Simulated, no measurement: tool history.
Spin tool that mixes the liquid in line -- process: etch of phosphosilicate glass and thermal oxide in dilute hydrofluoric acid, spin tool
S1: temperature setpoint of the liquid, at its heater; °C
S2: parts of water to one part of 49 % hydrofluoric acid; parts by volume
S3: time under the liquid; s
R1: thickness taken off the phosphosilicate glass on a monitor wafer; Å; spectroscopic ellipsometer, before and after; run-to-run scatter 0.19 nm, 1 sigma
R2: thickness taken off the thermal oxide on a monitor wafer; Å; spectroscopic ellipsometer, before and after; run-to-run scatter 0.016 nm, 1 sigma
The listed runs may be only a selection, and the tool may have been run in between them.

run  hour    S1  S2  S3      R1      R2
  1     0    23  65  30  304.87  22.715
  2   8.1    21  65  30  279.53   21.17
  3  16.3    21  65  45   423.9  31.526
  4  19.7  19.5  75  45   341.4   25.13
  5    27  18.5  80  45  302.89  22.659
  6  28.3    17  80  45  286.23  21.091
  7  36.9    17  85  45  263.36  19.479

Estimate the outcome of run 8 from the log above:
  8    45  17  90  45   ?   ?

Run 8 produced R1 249.22 Å, R2 18.54 Å.
